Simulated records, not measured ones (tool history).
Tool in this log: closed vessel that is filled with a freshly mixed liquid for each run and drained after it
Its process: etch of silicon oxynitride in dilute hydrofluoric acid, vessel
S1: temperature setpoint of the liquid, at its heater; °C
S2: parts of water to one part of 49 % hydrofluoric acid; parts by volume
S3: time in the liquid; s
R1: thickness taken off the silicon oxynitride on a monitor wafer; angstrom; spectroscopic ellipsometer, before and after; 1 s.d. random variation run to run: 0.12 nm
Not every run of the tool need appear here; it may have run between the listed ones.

run    day    S1   S2   S3      R1
  1      0    26  200  500  114.02
  2  0.142    26  200  500  114.41
  3  0.229    27  200  500   118.5
  4   0.45    27  200  500  119.11
  5  0.588    28  200  500   125.9
  6  0.733  28.5  200  500  126.24

What does the tool deliver on the next run?
     0.796  -- hydrofluoric acid flow meter replaced
  7  0.796  29  200  500   ?

{"run 7": {"R1": 116.05}}
